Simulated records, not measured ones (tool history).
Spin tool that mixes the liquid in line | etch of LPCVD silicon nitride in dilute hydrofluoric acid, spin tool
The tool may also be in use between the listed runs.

run,hour,temperature setpoint of the liquid (°C),parts of water to one part of 49 % hydrofluoric acid (parts by volume),time under the liquid (s),thickness taken off the LPCVD silicon nitride on a monitor wafer (angstrom)
1,0,22,45,95,10.425
2,3,24.5,45,95,12.368
3,8.2,22.5,45,95,11.147
4,11.7,26,45,95,14.051
# hour 16.7: hydrofluoric acid flow meter replaced
5,16.7,23.5,45,95,10.948
6,21.3,23.5,30,95,16.3
7,24.7,21.5,35,95,12.002
8,26.3,20,40,95,9.6534
9,32.5,19,40,95,8.9705
10,39.6,18.5,45,95,7.8485
11,42,18,45,95,7.3484
12,42.9,17.5,45,95,7.1754

What will run 13 give?
13,49.7,17,45,95,?

Run 13 produced thickness taken off the LPCVD silicon nitride on a monitor wafer (angstrom) 6.8018.
